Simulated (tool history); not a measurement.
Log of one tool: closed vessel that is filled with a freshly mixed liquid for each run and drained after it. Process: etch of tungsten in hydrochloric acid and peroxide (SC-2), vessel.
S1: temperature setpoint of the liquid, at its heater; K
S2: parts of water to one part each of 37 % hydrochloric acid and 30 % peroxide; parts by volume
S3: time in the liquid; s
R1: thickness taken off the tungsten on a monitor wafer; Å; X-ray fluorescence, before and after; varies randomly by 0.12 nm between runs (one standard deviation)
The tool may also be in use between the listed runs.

run,day,S1,S2,S3,R1
1,0.000,329.15,9,30,92.562
2,0.142,329.15,9,30,91.725
3,0.488,329.15,9,30,91.180
4,0.571,330.65,9,30,101.530
5,0.896,331.65,9,30,105.990
6,1.033,328.65,9,30,88.815
7,1.204,336.15,9,30,141.050
8,1.400,335.65,9,30,139.440

Run 9 has not been measured yet. What should we expect?
9,1.562,335.15,9,30,?

R1: 136.930 Å
